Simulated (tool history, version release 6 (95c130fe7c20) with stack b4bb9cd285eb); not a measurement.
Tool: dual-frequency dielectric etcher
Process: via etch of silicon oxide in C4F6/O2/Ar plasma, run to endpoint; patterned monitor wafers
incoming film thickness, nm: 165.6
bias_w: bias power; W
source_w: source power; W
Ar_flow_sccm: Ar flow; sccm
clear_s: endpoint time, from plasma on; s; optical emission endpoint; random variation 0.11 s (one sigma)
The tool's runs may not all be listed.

Run 1, day 0: bias_w 560 W, source_w 370 W, Ar_flow_sccm 291 sccm. Result: clear_s 38.373 s.
Run 2, day 0.262: bias_w 583 W, source_w 380 W, Ar_flow_sccm 290 sccm. Result: clear_s 37.229 s.
Run 3, day 0.417: bias_w 601 W, source_w 380 W, Ar_flow_sccm 289 sccm. Result: clear_s 36.854 s.
Run 4, day 0.596: bias_w 619 W, source_w 380 W, Ar_flow_sccm 288 sccm. Result: clear_s 36.338 s.
Run 5, day 0.904: bias_w 554 W, source_w 380 W, Ar_flow_sccm 288 sccm. Result: clear_s 38.006 s.
Run 6, day 1.008: bias_w 576 W, source_w 380 W, Ar_flow_sccm 287 sccm. Result: clear_s 37.359 s.
Run 7, day 1.171: bias_w 596 W, source_w 380 W, Ar_flow_sccm 286 sccm. Result: clear_s 37.091 s.
Run 8, day 1.371: bias_w 596 W, source_w 380 W, Ar_flow_sccm 286 sccm. Result: clear_s 36.923 s.

Forecast run 9:
Run 9, day 1.558: bias_w 614 W, source_w 380 W, Ar_flow_sccm 285 sccm. Result: clear_s ?.

clear_s: 36.781 s
